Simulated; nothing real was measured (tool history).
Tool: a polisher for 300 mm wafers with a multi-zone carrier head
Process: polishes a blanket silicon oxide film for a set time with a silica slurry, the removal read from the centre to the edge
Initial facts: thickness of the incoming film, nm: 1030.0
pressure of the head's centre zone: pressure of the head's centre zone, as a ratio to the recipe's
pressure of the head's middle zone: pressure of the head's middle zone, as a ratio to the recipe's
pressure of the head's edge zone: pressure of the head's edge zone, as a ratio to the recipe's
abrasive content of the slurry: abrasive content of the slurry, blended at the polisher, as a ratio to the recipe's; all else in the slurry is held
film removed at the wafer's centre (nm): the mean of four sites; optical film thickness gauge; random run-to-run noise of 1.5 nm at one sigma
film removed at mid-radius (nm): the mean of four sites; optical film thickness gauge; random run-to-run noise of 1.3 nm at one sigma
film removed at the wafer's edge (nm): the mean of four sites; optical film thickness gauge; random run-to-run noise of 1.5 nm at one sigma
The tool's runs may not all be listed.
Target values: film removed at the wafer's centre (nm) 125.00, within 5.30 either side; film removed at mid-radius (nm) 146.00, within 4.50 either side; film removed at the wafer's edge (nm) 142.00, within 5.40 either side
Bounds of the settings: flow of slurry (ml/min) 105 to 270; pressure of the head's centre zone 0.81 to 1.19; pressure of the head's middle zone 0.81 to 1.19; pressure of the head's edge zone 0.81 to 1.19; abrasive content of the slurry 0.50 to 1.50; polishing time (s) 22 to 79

run,hour,flow of slurry (ml/min),pressure of the head's centre zone,pressure of the head's middle zone,pressure of the head's edge zone,abrasive content of the slurry,polishing time (s),film removed at the wafer's centre (nm),film removed at mid-radius (nm),film removed at the wafer's edge (nm)
1,0.0,175,1.00,1.00,1.00,1.00,50,159.80,158.77,162.03
2,7.6,175,1.00,1.00,0.96,1.00,50,161.40,160.96,162.09
3,8.2,165,0.96,1.01,0.95,0.95,50,147.13,154.63,155.52
4,17.1,165,0.96,1.01,0.95,0.95,62,183.63,191.58,193.31
5,19.1,165,0.93,1.02,0.93,0.80,61,160.50,172.76,163.88
6,22.3,155,0.89,1.00,0.92,0.75,61,144.20,159.51,159.30
7,24.2,150,0.87,1.00,0.89,0.70,61,127.30,152.51,146.72
8,26.8,150,0.87,1.00,0.89,0.70,61,131.75,151.67,151.11
9,30.0,145,0.87,1.00,0.87,0.70,61,131.19,152.04,145.84
10,35.8,145,0.87,1.00,0.87,0.70,61,131.36,153.73,146.86

Which single option among these 5 for the next run brings every result within its allowed miss of target? Just one does.
A,41.6,185,1.03,0.98,0.89,0.65,58,?,?,?
B,41.6,180,1.05,0.99,0.88,0.70,53,?,?,?
C,41.6,200,0.89,1.11,0.81,0.65,61,?,?,?
D,41.6,160,1.02,1.08,0.81,0.85,48,?,?,?
E,41.6,220,0.84,0.98,0.87,0.75,54,?,?,?

move,film removed at the wafer's centre (nm),film removed at mid-radius (nm),film removed at the wafer's edge (nm)
A,146.74,135.51,136.75
B,144.30,131.50,131.40
C,134.88,155.14,138.83
D,142.53,141.02,129.51
E,127.26,144.11,142.95
A: pushes the last run's worst result past its target
B: pushes the last run's worst result past its target
C: further off than the last run
D: pushes the last run's worst result past its target
E: all results in spec
The move that meets every target is E.
